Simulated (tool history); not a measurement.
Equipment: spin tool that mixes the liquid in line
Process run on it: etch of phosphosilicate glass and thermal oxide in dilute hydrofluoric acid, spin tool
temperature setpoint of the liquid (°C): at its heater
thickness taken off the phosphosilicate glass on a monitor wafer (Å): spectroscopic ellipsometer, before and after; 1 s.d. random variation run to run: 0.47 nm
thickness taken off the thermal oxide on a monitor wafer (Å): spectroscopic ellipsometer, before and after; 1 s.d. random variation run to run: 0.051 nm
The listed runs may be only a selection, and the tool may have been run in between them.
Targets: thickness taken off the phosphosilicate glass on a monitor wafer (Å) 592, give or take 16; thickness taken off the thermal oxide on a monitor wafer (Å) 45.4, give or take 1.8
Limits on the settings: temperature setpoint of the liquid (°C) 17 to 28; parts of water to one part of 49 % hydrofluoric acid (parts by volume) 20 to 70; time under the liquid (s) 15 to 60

run,hour,temperature setpoint of the liquid (°C),parts of water to one part of 49 % hydrofluoric acid (parts by volume),time under the liquid (s),thickness taken off the phosphosilicate glass on a monitor wafer (Å),thickness taken off the thermal oxide on a monitor wafer (Å)
1,0,20,40,30,410.16,31.158
2,3.8,18.5,40,30,379.66,29.461
3,6,18.5,45,30,337.31,25.75
4,8,17,45,30,317.33,24.515
5,16.1,17,45,30,313.66,24.194
6,24.5,18.5,45,30,340.37,25.6
7,31.1,20,40,30,409.36,30.926
8,40,21,40,30,424.4,32.235

Exactly one of the 4 candidate moves below puts every result within its allowed miss. Which one?
A,48.9,27,65,50,?,?
B,48.9,27,50,50,?,?
C,48.9,22,30,30,?,?
D,48.9,25,60,35,?,?

move,thickness taken off the phosphosilicate glass on a monitor wafer (Å),thickness taken off the thermal oxide on a monitor wafer (Å)
A,533.89,42.329
B,708.92,56.206
C,592.41,46.968
D,376.24,29.83
A: nearer the targets than the last run, but a result is still out of spec
B: takes the biggest miss from the last run beyond its target
C: all results land within tolerance of their targets
D: further off than the last run
Answer: C
